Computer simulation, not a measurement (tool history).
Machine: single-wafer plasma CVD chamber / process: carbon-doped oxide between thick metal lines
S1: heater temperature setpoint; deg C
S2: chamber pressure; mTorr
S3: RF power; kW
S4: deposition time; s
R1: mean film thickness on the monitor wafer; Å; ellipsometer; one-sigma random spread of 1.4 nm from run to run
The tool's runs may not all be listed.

run  hour   S1    S2     S3     S4      R1
  1     0  350  5620  0.425  101.8  4451.8
  2   5.9  360  5620  0.425  101.8  4344.6
  3   9.7  351  5620  0.425  101.8  4461.9
  4  11.6  350  5790   0.43  101.9  4523.9
  5    13  349  5950  0.435    102  4590.3
  6  20.3  348  6070   0.44  102.1  4659.7
  7  28.5  347  6180  0.445  102.1  4740.6

Expected results for the next run?
  8  36.7  346  6290  0.445  102.1   ?

Run 8 yielded R1 4766.6 Å.

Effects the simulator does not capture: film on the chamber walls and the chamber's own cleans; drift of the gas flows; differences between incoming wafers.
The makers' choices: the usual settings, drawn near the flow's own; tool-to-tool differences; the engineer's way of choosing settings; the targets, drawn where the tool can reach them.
